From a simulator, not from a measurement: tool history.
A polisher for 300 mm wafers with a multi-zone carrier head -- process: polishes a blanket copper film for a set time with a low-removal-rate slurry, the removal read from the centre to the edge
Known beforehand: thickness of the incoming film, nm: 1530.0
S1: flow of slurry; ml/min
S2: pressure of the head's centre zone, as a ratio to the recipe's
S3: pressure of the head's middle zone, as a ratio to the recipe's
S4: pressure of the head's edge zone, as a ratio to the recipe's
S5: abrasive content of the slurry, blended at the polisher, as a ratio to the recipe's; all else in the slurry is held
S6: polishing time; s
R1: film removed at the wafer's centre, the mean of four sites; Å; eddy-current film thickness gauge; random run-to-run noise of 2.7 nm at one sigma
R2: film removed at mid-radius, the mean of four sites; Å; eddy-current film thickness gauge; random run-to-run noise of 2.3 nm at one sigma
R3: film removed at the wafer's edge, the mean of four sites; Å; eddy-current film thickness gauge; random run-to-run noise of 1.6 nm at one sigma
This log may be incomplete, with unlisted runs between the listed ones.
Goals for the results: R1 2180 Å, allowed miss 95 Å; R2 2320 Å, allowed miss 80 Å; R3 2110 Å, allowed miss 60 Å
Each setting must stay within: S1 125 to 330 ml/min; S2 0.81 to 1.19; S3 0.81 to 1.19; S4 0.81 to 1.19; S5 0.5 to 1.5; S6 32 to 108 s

run,day,S1,S2,S3,S4,S5,S6,R1,R2,R3
1,0,210,1,1,1,1,70,1753.3,1837.5,1758.2
2,0.258,190,1,1,1,1,70,1734.5,1811.4,1748.6
3,0.617,200,1.02,1.04,1.04,1.1,71,1883.2,1961,1855.6
4,0.908,200,1.02,1.04,1.09,1.1,71,1852.5,1939.5,1905.7
# day 0.958: edge zone pressure recalibrated
5,0.958,200,0.93,1.04,1.09,1.1,71,1720.7,1986.2,1991
6,1.004,200,0.97,1.04,1.09,1.1,71,1767,1942.8,1967.3
7,1.117,215,1,1.07,1.1,1.15,71,1868.5,2067.3,2044.8
8,1.275,275,1.1,1.13,1.04,1.15,71,2132.6,2216.7,2022.1
9,1.625,285,1.1,1.14,1.04,1.15,71,2209.5,2260.7,2017.7
10,1.896,290,1.09,1.14,1.05,1.15,71,2130.4,2215.5,2026.4
11,1.996,290,1.09,1.15,1.06,1.15,71,2119.4,2273.6,2040
12,2.096,290,1.09,1.15,1.07,1.15,71,2126.6,2241.2,2043.5
13,2.338,290,1.09,1.15,1.07,1.15,71,2132.2,2280.9,2067.2

Exactly one of the 5 candidate moves below puts every result within its allowed miss. Which one?
A,2.579,330,1.07,1.19,1.12,1.1,68,?,?,?
B,2.579,265,1.07,1.12,1.01,1.1,77,?,?,?
C,2.579,270,1.09,1.18,1,1.2,70,?,?,?
D,2.579,330,1.1,1.08,1.02,0.9,75,?,?,?
E,2.579,225,1.08,1.14,1.15,1.1,71,?,?,?

move,R1,R2,R3
A,1946.5,2272.8,1996
B,2151.9,2391.5,2114.3
C,2049.8,2337.1,1963.5
D,2076.4,2170.9,1980.8
E,1961.8,2196.6,2050.7
A: misses by more than the last run did
B: every result within its allowed miss
C: misses by more than the last run did
D: misses by more than the last run did
E: gets the furthest-off result to its target, but another result is out of tolerance
The right move is B.
